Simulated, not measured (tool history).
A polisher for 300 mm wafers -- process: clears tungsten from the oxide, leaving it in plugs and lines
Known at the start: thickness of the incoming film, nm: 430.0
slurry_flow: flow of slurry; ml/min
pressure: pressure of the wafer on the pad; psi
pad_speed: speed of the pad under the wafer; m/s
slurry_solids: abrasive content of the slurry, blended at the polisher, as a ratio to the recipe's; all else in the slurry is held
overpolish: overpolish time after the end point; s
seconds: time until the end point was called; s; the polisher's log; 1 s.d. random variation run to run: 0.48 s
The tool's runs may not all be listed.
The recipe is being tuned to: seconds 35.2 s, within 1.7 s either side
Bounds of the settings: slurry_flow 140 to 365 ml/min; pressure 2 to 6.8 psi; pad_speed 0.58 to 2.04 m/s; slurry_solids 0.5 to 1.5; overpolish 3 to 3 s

run 1 day=0 | slurry_flow=235 pressure=4.4 pad_speed=1.3 slurry_solids=1 overpolish=3 | seconds=53.511
run 2 day=0.342 | slurry_flow=235 pressure=4.4 pad_speed=1.3 slurry_solids=1 overpolish=3 | seconds=53.423
run 3 day=0.546 | slurry_flow=235 pressure=4.7 pad_speed=1.3 slurry_solids=1 overpolish=3 | seconds=49.49
run 4 day=0.912 | slurry_flow=235 pressure=4.7 pad_speed=1.3 slurry_solids=1 overpolish=3 | seconds=51.186
run 5 day=1.162 | slurry_flow=235 pressure=4.7 pad_speed=1.3 slurry_solids=1 overpolish=3 | seconds=50.2
run 6 day=1.296 | slurry_flow=235 pressure=4.7 pad_speed=1.3 slurry_solids=1 overpolish=3 | seconds=50.346
run 7 day=1.562 | slurry_flow=235 pressure=5 pad_speed=1.3 slurry_solids=1 overpolish=3 | seconds=46.94
run 8 day=1.883 | slurry_flow=235 pressure=5.2 pad_speed=1.3 slurry_solids=1 overpolish=3 | seconds=44.765
run 9 day=1.942 | slurry_flow=235 pressure=5.4 pad_speed=1.3 slurry_solids=1 overpolish=3 | seconds=43.965
run 10 day=2.258 | slurry_flow=235 pressure=5.6 pad_speed=1.3 slurry_solids=1 overpolish=3 | seconds=42.282

Consider the 5 candidate settings below. Which is the only one whose results all fall within their allowed miss of target?
run A day=2.575 | slurry_flow=240 pressure=5 pad_speed=1.68 slurry_solids=1.15 overpolish=3 | seconds=?
run B day=2.575 | slurry_flow=260 pressure=4.9 pad_speed=1.28 slurry_solids=1 overpolish=3 | seconds=?
run C day=2.575 | slurry_flow=215 pressure=5.8 pad_speed=1.36 slurry_solids=0.8 overpolish=3 | seconds=?
run D day=2.575 | slurry_flow=250 pressure=4.6 pad_speed=1.66 slurry_solids=1 overpolish=3 | seconds=?
run E day=2.575 | slurry_flow=285 pressure=6.1 pad_speed=1.32 slurry_solids=0.85 overpolish=3 | seconds=?

move=A seconds=36.036
move=B seconds=48.75
move=C seconds=41.487
move=D seconds=40.42
move=E seconds=38.998
A: in spec on every target
B: further off than the last run
C: closer than the last run, but not yet in spec
D: closer than the last run, but not yet in spec
E: closer than the last run, but not yet in spec
The move that meets every target is A.
